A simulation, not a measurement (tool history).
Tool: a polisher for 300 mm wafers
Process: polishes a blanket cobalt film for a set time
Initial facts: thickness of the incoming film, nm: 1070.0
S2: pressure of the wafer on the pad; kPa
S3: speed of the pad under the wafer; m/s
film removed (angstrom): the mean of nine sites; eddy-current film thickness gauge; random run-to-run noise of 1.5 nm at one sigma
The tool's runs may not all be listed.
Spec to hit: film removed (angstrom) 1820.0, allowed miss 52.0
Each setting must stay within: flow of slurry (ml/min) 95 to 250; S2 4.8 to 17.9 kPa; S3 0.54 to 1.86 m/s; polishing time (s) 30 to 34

run 1 hour=0.0 | flow_of_slurry_(ml/min)=160 S2=11.0 S3=1.18 polishing_time_(s)=34 | film_removed_(angstrom)=1313.7
run 2 hour=1.5 | flow_of_slurry_(ml/min)=160 S2=11.0 S3=0.96 polishing_time_(s)=34 | film_removed_(angstrom)=1110.3
run 3 hour=4.1 | flow_of_slurry_(ml/min)=170 S2=12.4 S3=0.96 polishing_time_(s)=34 | film_removed_(angstrom)=1236.7
run 4 hour=10.5 | flow_of_slurry_(ml/min)=185 S2=12.4 S3=0.96 polishing_time_(s)=34 | film_removed_(angstrom)=1252.3
run 5 hour=18.8 | flow_of_slurry_(ml/min)=185 S2=13.8 S3=0.96 polishing_time_(s)=34 | film_removed_(angstrom)=1383.1
-- hour=25.5 head pressure recalibrated
run 6 hour=25.5 | flow_of_slurry_(ml/min)=185 S2=13.8 S3=0.96 polishing_time_(s)=34 | film_removed_(angstrom)=1454.2
run 7 hour=33.3 | flow_of_slurry_(ml/min)=185 S2=14.5 S3=0.96 polishing_time_(s)=34 | film_removed_(angstrom)=1541.4
run 8 hour=40.2 | flow_of_slurry_(ml/min)=185 S2=15.2 S3=0.96 polishing_time_(s)=34 | film_removed_(angstrom)=1612.3

Of the 5 settings listed for the next run, only one would bring every result within its allowed miss of target. Which one?
run A hour=47.1 | flow_of_slurry_(ml/min)=180 S2=15.2 S3=1.02 polishing_time_(s)=34 | film_removed_(angstrom)=?
run B hour=47.1 | flow_of_slurry_(ml/min)=220 S2=15.9 S3=0.88 polishing_time_(s)=31 | film_removed_(angstrom)=?
run C hour=47.1 | flow_of_slurry_(ml/min)=250 S2=16.5 S3=0.98 polishing_time_(s)=34 | film_removed_(angstrom)=?
run D hour=47.1 | flow_of_slurry_(ml/min)=190 S2=17.9 S3=1.02 polishing_time_(s)=34 | film_removed_(angstrom)=?
run E hour=47.1 | flow_of_slurry_(ml/min)=175 S2=17.2 S3=1.04 polishing_time_(s)=34 | film_removed_(angstrom)=?

move=A film_removed_(angstrom)=1651.4
move=B film_removed_(angstrom)=1401.0
move=C film_removed_(angstrom)=1779.4
move=D film_removed_(angstrom)=1936.1
move=E film_removed_(angstrom)=1884.8
A: closer than the last run, but not yet in spec
B: misses by more than the last run did
C: every result within its allowed miss
D: pushes the last run's worst result past its target
E: pushes the last run's worst result past its target
C is the move that brings every result within its allowed miss.
